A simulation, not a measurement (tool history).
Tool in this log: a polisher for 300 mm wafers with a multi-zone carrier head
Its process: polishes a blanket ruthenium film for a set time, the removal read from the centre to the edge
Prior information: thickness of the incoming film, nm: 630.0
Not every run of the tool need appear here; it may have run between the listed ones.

run	hour	flow of slurry (ml/min)	pressure of the head's centre zone	pressure of the head's middle zone	pressure of the head's edge zone	polishing time (s)	film removed at the wafer's centre (nm)	film removed at mid-radius (nm)	film removed at the wafer's edge (nm)
1	0.0	280	1.00	1.00	1.00	52	45.746	43.719	43.924
2	3.1	280	1.00	1.00	1.00	63	54.427	54.483	52.697
3	11.4	285	1.01	0.98	1.03	64	56.334	51.363	55.373
4	19.0	285	1.01	0.91	1.03	64	56.513	51.065	55.161
5	20.8	285	1.01	0.91	1.08	64	55.881	50.280	57.132
6	26.2	290	1.03	0.92	1.09	65	57.896	51.217	57.690
7	31.1	290	1.04	0.92	1.10	66	59.627	51.319	58.753

For run 8, what comes out?
# hour 38.8: worn pad replaced by a new one
8	38.8	295	1.05	0.92	1.11	67	?	?	?

Run 8 gave film removed at the wafer's centre (nm) 64.285, film removed at mid-radius (nm) 57.551, film removed at the wafer's edge (nm) 65.010.
